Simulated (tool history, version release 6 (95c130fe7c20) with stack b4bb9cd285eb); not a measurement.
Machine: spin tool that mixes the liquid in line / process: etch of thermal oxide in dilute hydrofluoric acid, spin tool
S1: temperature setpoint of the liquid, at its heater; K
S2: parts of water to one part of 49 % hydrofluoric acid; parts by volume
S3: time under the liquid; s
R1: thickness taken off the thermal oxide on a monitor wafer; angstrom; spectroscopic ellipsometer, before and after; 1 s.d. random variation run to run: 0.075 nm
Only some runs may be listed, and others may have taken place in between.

run,hour,S1,S2,S3,R1
1,0.0,298.15,115,80,32.615
2,8.8,298.15,115,60,24.437
3,13.3,299.65,100,60,31.028
4,14.1,299.65,100,80,41.226
5,22.3,299.65,100,80,41.200
6,23.4,299.65,125,80,31.764
7,25.3,300.65,115,80,35.994
8,26.8,301.65,105,80,41.931
9,30.3,302.65,95,80,48.076
10,34.1,303.15,90,80,52.845
11,38.9,303.65,85,80,57.467
12,47.1,304.15,80,80,62.719
13,49.0,304.65,80,80,64.053

Run 14 is up next; what results do you expect?
14,51.1,305.15,75,80,?

{"run 14": {"R1": 69.547}}
